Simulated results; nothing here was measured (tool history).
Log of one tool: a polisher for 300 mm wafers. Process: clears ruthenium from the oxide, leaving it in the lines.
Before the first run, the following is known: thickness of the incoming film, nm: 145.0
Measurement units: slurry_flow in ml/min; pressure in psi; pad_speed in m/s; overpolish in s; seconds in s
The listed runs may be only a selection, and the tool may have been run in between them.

run,day,slurry_flow,pressure,pad_speed,overpolish,seconds
1,0.000,180,2.3,0.90,32,185.57
2,0.133,180,2.1,0.90,32,201.76
3,0.196,180,2.1,1.02,32,184.40
4,0.358,180,2.1,0.88,32,205.77
5,0.688,180,2.1,0.88,32,206.34
6,0.829,180,2.0,0.88,32,216.73
7,1.088,180,2.0,0.88,32,216.19

Run 8, settings as shown, results not yet in. Your forecast:
8,1.292,180,1.9,0.88,32,?

seconds: 226.58 s

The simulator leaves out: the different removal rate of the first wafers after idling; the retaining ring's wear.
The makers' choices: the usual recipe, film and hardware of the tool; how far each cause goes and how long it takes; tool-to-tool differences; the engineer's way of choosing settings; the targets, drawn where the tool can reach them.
